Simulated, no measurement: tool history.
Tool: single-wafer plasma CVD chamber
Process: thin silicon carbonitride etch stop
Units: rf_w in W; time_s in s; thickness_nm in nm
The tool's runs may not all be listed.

run,hour,rf_w,time_s,thickness_nm
1,0.0,240,15.2,8.6039
2,1.1,255,15.2,8.7400
3,5.7,275,15.2,8.8867
4,8.5,275,16.2,9.4942
5,16.4,280,16.2,9.5777
6,22.0,280,14.1,8.3458
7,28.9,280,14.1,8.3502
8,31.3,285,14.4,8.4894
9,36.4,285,14.7,8.6725
10,41.3,285,14.9,8.7345
11,42.2,285,15.1,8.9509

Run 12 comes next. What will it give?
12,43.2,285,15.2,?

Run 12 gave thickness_nm 9.0264 nm.
